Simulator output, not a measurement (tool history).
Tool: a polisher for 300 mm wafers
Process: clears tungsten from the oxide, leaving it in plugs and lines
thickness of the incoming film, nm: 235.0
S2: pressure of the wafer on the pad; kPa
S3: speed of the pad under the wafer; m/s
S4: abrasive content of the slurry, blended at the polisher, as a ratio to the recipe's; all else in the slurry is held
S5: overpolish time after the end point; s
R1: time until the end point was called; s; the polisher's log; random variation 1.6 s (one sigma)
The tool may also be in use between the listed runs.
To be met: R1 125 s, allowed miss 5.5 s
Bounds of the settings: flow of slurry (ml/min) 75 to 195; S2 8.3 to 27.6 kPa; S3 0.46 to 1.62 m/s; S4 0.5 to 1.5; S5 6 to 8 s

{"run": 1, "day": 0.0, "flow of slurry (ml/min)": 125, "S2": 17.9, "S3": 1.04, "S4": 1, "S5": 8, "R1": 61.418}
{"run": 2, "day": 0.167, "flow of slurry (ml/min)": 125, "S2": 17.9, "S3": 1.04, "S4": 0.8, "S5": 8, "R1": 65.666}
{"run": 3, "day": 0.458, "flow of slurry (ml/min)": 125, "S2": 17.9, "S3": 0.82, "S4": 0.8, "S5": 8, "R1": 82.913}
{"run": 4, "day": 0.617, "flow of slurry (ml/min)": 125, "S2": 17.9, "S3": 0.98, "S4": 0.8, "S5": 8, "R1": 67.73}
{"run": 5, "day": 0.967, "flow of slurry (ml/min)": 120, "S2": 14.5, "S3": 0.96, "S4": 0.8, "S5": 8, "R1": 89.218}
{"day": 1.208, "done": "slurry blender recalibrated"}
{"run": 6, "day": 1.208, "flow of slurry (ml/min)": 115, "S2": 13.1, "S3": 0.96, "S4": 0.8, "S5": 8, "R1": 86.384}
{"run": 7, "day": 1.254, "flow of slurry (ml/min)": 115, "S2": 11.7, "S3": 0.9, "S4": 0.8, "S5": 8, "R1": 103.59}
{"run": 8, "day": 1.471, "flow of slurry (ml/min)": 115, "S2": 10.3, "S3": 0.9, "S4": 0.8, "S5": 8, "R1": 116.49}

Which of these 4 next moves meets every target?
{"run": "A", "day": 1.688, "flow of slurry (ml/min)": 135, "S2": 9, "S3": 0.8, "S4": 0.95, "S5": 8, "R1": "?"}
{"run": "B", "day": 1.688, "flow of slurry (ml/min)": 110, "S2": 11.7, "S3": 0.8, "S4": 0.9, "S5": 6, "R1": "?"}
{"run": "C", "day": 1.688, "flow of slurry (ml/min)": 90, "S2": 11, "S3": 0.88, "S4": 0.9, "S5": 8, "R1": "?"}
{"run": "D", "day": 1.688, "flow of slurry (ml/min)": 145, "S2": 9, "S3": 0.84, "S4": 1.1, "S5": 8, "R1": "?"}

move=A R1=140.84
move=B R1=114.12
move=C R1=113.58
move=D R1=127.65
A: takes the result that was furthest off past its target
B: further off than the last run
C: further off than the last run
D: meets every target
The right move is D.
